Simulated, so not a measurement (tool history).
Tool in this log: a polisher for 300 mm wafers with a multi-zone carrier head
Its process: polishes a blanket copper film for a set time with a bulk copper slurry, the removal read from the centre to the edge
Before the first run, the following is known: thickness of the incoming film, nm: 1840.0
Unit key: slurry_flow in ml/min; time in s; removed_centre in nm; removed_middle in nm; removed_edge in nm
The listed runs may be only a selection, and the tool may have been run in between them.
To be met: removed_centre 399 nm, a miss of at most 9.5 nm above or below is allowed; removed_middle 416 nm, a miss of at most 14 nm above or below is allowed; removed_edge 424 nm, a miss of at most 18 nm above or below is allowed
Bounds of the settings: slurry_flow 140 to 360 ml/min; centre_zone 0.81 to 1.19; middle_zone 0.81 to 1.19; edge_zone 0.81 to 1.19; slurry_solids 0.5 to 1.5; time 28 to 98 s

Run 1, hour 0: slurry_flow 230 ml/min, centre_zone 1, middle_zone 1, edge_zone 1, slurry_solids 1, time 63 s. Result: removed_centre 698.57 nm, removed_middle 694.58 nm, removed_edge 699.79 nm.
Run 2, hour 2.6: slurry_flow 185 ml/min, centre_zone 1, middle_zone 1, edge_zone 1, slurry_solids 1, time 63 s. Result: removed_centre 673.44 nm, removed_middle 664.31 nm, removed_edge 687.83 nm.
Run 3, hour 6.6: slurry_flow 185 ml/min, centre_zone 1, middle_zone 1, edge_zone 1.04, slurry_solids 1, time 63 s. Result: removed_centre 663.08 nm, removed_middle 659.97 nm, removed_edge 694.4 nm.
Run 4, hour 7.7: slurry_flow 185 ml/min, centre_zone 1, middle_zone 1, edge_zone 1.04, slurry_solids 1, time 55 s. Result: removed_centre 580.42 nm, removed_middle 586.84 nm, removed_edge 605.02 nm.
Run 5, hour 15.3: slurry_flow 185 ml/min, centre_zone 1, middle_zone 1, edge_zone 1.04, slurry_solids 1, time 49 s. Result: removed_centre 516.88 nm, removed_middle 518.18 nm, removed_edge 538.13 nm.
Run 6, hour 22.2: slurry_flow 185 ml/min, centre_zone 0.93, middle_zone 1, edge_zone 1.04, slurry_solids 1, time 49 s. Result: removed_centre 480.91 nm, removed_middle 523.05 nm, removed_edge 541.39 nm.
Run 7, hour 24.7: slurry_flow 190 ml/min, centre_zone 0.92, middle_zone 0.98, edge_zone 1, slurry_solids 0.9, time 48 s. Result: removed_centre 464.35 nm, removed_middle 501.54 nm, removed_edge 517.9 nm.
Run 8, hour 32: slurry_flow 190 ml/min, centre_zone 0.9, middle_zone 0.91, edge_zone 0.9, slurry_solids 0.65, time 42 s. Result: removed_centre 379.79 nm, removed_middle 389.21 nm, removed_edge 420.43 nm.
Run 9, hour 35.7: slurry_flow 200 ml/min, centre_zone 0.9, middle_zone 0.92, edge_zone 0.9, slurry_solids 0.65, time 42 s. Result: removed_centre 386.06 nm, removed_middle 397.17 nm, removed_edge 419.9 nm.

Which one of the following 4 next-run settings gets every result inside its allowed miss? There is exactly one.
Run A, hour 39.4: slurry_flow 245 ml/min, centre_zone 0.94, middle_zone 0.89, edge_zone 0.87, slurry_solids 0.6, time 42 s. Result: removed_centre ?, removed_middle ?, removed_edge ?.
Run B, hour 39.4: slurry_flow 205 ml/min, centre_zone 0.89, middle_zone 0.87, edge_zone 0.94, slurry_solids 0.7, time 41 s. Result: removed_centre ?, removed_middle ?, removed_edge ?.
Run C, hour 39.4: slurry_flow 300 ml/min, centre_zone 1.02, middle_zone 1.02, edge_zone 0.86, slurry_solids 0.7, time 38 s. Result: removed_centre ?, removed_middle ?, removed_edge ?.
Run D, hour 39.4: slurry_flow 230 ml/min, centre_zone 0.92, middle_zone 0.95, edge_zone 0.89, slurry_solids 0.6, time 42 s. Result: removed_centre ?, removed_middle ?, removed_edge ?.

move  removed_centre  removed_middle  removed_edge
   A          409.59          398.48        424.84
   B          374.77          379.35        424.37
   C           421.3          421.51        396.84
   D           397.2          417.21        424.58
A: carries the result that was furthest off beyond its target, to the other side
B: lands further from the targets than the last run did
C: carries the result that was furthest off beyond its target, to the other side
D: hits every target within its allowed miss
Answer: D
